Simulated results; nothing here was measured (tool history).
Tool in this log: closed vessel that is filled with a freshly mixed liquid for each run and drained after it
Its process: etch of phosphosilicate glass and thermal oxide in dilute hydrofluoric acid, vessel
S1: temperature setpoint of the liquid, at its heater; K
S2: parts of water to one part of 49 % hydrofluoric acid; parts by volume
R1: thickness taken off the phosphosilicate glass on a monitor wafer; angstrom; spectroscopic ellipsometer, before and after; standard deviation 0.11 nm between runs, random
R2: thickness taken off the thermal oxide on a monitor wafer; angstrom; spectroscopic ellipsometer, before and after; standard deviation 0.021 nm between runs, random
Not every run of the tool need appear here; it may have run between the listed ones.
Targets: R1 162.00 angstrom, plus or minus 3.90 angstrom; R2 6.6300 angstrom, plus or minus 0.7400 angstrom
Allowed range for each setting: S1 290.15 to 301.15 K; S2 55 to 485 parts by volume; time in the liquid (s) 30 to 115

Run 1, day 0.000: S1 293.15 K, S2 270 parts by volume, time in the liquid (s) 60. Result: R1 187.63 angstrom, R2 8.0641 angstrom.
Run 2, day 0.025: S1 293.15 K, S2 350 parts by volume, time in the liquid (s) 60. Result: R1 134.82 angstrom, R2 5.4752 angstrom.
Run 3, day 0.200: S1 294.15 K, S2 350 parts by volume, time in the liquid (s) 60. Result: R1 139.93 angstrom, R2 5.7171 angstrom.
Run 4, day 0.358: S1 294.15 K, S2 285 parts by volume, time in the liquid (s) 60. Result: R1 180.74 angstrom, R2 7.6099 angstrom.
Run 5, day 0.625: S1 293.65 K, S2 285 parts by volume, time in the liquid (s) 60. Result: R1 179.01 angstrom, R2 7.3665 angstrom.
Run 6, day 0.838: S1 293.65 K, S2 325 parts by volume, time in the liquid (s) 60. Result: R1 150.66 angstrom, R2 5.9673 angstrom.
Run 7, day 1.079: S1 294.15 K, S2 325 parts by volume, time in the liquid (s) 60. Result: R1 153.91 angstrom, R2 6.2586 angstrom.
Run 8, day 1.175: S1 294.65 K, S2 325 parts by volume, time in the liquid (s) 60. Result: R1 157.10 angstrom, R2 6.5651 angstrom.

Consider the 5 candidate settings below. Which is the only one whose results all fall within their allowed miss of target?
Run A, day 1.271: S1 292.15 K, S2 370 parts by volume, time in the liquid (s) 80. Result: R1 ?, R2 ?.
Run B, day 1.271: S1 301.15 K, S2 265 parts by volume, time in the liquid (s) 35. Result: R1 ?, R2 ?.
Run C, day 1.271: S1 299.65 K, S2 255 parts by volume, time in the liquid (s) 35. Result: R1 ?, R2 ?.
Run D, day 1.271: S1 297.15 K, S2 330 parts by volume, time in the liquid (s) 55. Result: R1 ?, R2 ?.
Run E, day 1.271: S1 290.15 K, S2 185 parts by volume, time in the liquid (s) 35. Result: R1 ?, R2 ?.

move      R1      R2
   A  160.27  6.7553
   B  147.78  6.2288
   C  147.48  6.2161
   D  152.39  6.4231
   E  152.80  6.4401
A: meets every target
B: the biggest miss grows against the last run
C: the biggest miss grows against the last run
D: the biggest miss grows against the last run
E: the biggest miss grows against the last run
Correct choice: A, which meets every target
